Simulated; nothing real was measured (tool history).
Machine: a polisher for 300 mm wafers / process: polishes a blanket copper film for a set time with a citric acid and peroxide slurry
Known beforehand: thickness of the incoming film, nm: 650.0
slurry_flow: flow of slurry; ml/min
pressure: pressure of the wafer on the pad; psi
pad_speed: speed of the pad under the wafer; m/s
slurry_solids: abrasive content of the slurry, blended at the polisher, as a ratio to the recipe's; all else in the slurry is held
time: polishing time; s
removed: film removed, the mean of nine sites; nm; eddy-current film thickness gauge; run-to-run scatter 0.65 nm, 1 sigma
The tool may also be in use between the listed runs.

run	hour	slurry_flow	pressure	pad_speed	slurry_solids	time	removed
1	0	160	3	0.76	1	74	148.5
2	2.8	155	2.7	0.76	1	74	133.05
3	3.7	150	2.5	0.76	1	74	120.52
4	8.9	145	2.4	0.76	1	74	116.35
5	11.2	145	3	0.76	1	74	143.94
6	13.7	115	3	0.76	1	74	138.06
7	17.1	115	2.8	0.76	1	74	128
8	23	115	2.6	0.76	1	74	118.03
9	30.1	115	2.5	0.76	1	74	114.98
10	34.8	115	2.4	0.76	1	74	110.2
11	41	115	2.3	0.76	1	74	105.29
12	43.3	115	2.2	0.76	1	74	102.92
13	51.8	115	2.1	0.76	1	74	97.66
14	53.7	115	2.1	0.76	1	74	98.928
15	59.8	115	2	0.76	1	74	92.459

Forecast run 16:
16	63.8	105	1.9	0.76	1	74	?

removed: 86.707 nm

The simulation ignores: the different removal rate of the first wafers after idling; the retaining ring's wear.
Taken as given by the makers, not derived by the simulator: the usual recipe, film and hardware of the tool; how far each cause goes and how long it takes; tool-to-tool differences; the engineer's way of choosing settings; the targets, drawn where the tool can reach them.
